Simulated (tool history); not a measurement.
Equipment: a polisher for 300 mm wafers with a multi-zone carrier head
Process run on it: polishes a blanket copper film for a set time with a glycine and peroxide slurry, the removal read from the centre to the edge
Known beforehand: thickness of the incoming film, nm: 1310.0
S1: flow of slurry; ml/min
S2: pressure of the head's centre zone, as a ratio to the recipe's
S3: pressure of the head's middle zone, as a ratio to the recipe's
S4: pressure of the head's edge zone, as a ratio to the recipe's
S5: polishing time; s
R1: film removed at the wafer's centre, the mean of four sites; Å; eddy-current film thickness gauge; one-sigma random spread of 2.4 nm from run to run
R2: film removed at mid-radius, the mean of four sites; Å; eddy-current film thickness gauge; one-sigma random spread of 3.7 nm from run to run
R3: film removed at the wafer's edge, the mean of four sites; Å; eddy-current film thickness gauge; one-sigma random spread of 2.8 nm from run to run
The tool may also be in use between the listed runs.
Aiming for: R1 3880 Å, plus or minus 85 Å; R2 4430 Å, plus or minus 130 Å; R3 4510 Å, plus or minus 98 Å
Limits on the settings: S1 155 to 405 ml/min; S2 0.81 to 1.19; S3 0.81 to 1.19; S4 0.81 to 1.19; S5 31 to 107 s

run,day,S1,S2,S3,S4,S5,R1,R2,R3
1,0,260,1,1,1,69,3666.1,3637.3,3587
2,0.288,260,1,1,1.05,69,3675.3,3629,3646.5
3,0.342,260,1,1,1.12,69,3655.1,3602.4,3775.7
4,0.433,275,0.98,1.02,1.14,72,3711.1,3877.3,4010.2
5,0.742,290,0.97,1.03,1.15,73,3822.9,3871,4091.2
6,1.1,255,0.97,1.03,1.15,73,3774.7,3887.8,4045.5
7,1.192,275,0.95,1.05,1.16,74,3780.4,4027.5,4178.1
8,1.308,290,0.94,1.07,1.17,75,3801.8,4204.9,4246.2
9,1.567,300,0.93,1.07,1.18,76,3862.2,4237.9,4329.5
10,1.779,300,0.92,1.07,1.18,77,3829.4,4269.6,4387.1

Below are 5 possible settings for the next run. Only one of them brings all results inside the allowed miss of their targets. Which is it?
A,1.992,330,0.91,1.1,1.19,78,?,?,?
B,1.992,330,0.92,1.05,1.19,81,?,?,?
C,1.992,355,0.91,0.92,1.19,82,?,?,?
D,1.992,230,0.92,1,1.19,80,?,?,?
E,1.992,305,0.93,0.92,1.19,82,?,?,?

move,R1,R2,R3
A,3903,4462.5,4495.8
B,4093.1,4485.6,4671.3
C,4124.9,4174.4,4756.3
D,3895.6,4144.4,4502.3
E,4152.1,4123.4,4712.2
A: meets every target
B: moves the result that the last run missed by most past its target, out the other side
C: moves the result that the last run missed by most past its target, out the other side
D: the worst result of the last run now meets its target, but another is out of spec
E: moves the result that the last run missed by most past its target, out the other side
Go with A: it meets all targets.
